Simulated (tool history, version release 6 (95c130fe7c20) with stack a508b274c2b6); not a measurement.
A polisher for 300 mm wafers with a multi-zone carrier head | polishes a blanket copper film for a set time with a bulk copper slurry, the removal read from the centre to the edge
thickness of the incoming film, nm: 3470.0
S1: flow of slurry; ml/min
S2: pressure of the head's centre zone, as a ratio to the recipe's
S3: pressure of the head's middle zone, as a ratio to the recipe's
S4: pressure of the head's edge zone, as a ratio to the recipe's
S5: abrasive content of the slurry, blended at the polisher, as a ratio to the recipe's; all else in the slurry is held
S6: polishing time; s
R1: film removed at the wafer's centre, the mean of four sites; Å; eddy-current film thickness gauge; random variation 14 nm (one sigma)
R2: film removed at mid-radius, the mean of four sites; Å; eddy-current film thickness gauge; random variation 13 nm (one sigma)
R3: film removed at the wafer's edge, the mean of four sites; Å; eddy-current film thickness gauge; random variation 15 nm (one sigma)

run 1 day=0.000 | S1=275 S2=1.00 S3=1.00 S4=1.00 S5=1.00 S6=69 | R1=6506.6 R2=6552.7 R3=6508.7
run 2 day=0.312 | S1=275 S2=1.00 S3=0.94 S4=1.00 S5=1.00 S6=69 | R1=6567.2 R2=6237.4 R3=6536.2
run 3 day=0.654 | S1=280 S2=1.04 S3=0.98 S4=1.02 S5=1.15 S6=77 | R1=7895.4 R2=7298.8 R3=7427.5
run 4 day=0.862 | S1=280 S2=1.04 S3=0.98 S4=1.09 S5=1.15 S6=77 | R1=7761.4 R2=7264.9 R3=7811.1
run 5 day=1.062 | S1=285 S2=1.06 S3=1.02 S4=1.10 S5=1.25 S6=83 | R1=8874.8 R2=8220.8 R3=8675.5
run 6 day=1.208 | S1=290 S2=1.07 S3=1.06 S4=1.10 S5=1.35 S6=87 | R1=9358.4 R2=8867.7 R3=9441.3
run 7 day=1.425 | S1=295 S2=1.10 S3=1.10 S4=1.07 S5=1.35 S6=91 | R1=10203.0 R2=9608.8 R3=9718.1
run 8 day=1.762 | S1=300 S2=1.11 S3=1.12 S4=1.06 S5=1.40 S6=93 | R1=10699.0 R2=10057.0 R3=9743.7

The next listed run, before its measurement:
run 9 day=1.858 | S1=300 S2=1.12 S3=1.14 S4=1.07 S5=1.45 S6=94 | R1=? R2=? R3=?

{"run 9": {"R1": 10775.0, "R2": 10220.0, "R3": 9954.1}}
